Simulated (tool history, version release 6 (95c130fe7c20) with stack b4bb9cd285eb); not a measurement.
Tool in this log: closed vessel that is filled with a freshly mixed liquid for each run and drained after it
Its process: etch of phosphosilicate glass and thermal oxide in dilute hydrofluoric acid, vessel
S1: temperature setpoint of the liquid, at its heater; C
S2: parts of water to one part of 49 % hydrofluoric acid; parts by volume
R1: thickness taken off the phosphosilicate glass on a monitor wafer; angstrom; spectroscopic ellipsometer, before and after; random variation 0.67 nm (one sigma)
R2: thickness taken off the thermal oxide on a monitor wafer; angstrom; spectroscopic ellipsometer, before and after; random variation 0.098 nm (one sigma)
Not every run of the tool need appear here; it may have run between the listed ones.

run 1 hour=0.0 | S1=23.0 S2=145 time_in_the_liquid_(s)=60 | R1=694.19 R2=20.208
run 2 hour=6.8 | S1=24.0 S2=130 time_in_the_liquid_(s)=60 | R1=823.36 R2=24.078
run 3 hour=8.5 | S1=24.0 S2=130 time_in_the_liquid_(s)=70 | R1=962.89 R2=28.832
run 4 hour=15.1 | S1=25.0 S2=120 time_in_the_liquid_(s)=70 | R1=1087.10 R2=32.971
run 5 hour=19.8 | S1=26.0 S2=110 time_in_the_liquid_(s)=70 | R1=1252.50 R2=37.576
run 6 hour=21.7 | S1=24.5 S2=110 time_in_the_liquid_(s)=70 | R1=1183.00 R2=36.300
run 7 hour=22.7 | S1=28.5 S2=65 time_in_the_liquid_(s)=70 | R1=2484.70 R2=73.596

Forecast run 8:
run 8 hour=24.7 | S1=24.5 S2=65 time_in_the_liquid_(s)=70 | R1=? R2=?

{"run 8": {"R1": 2116.2, "R2": 64.994}}
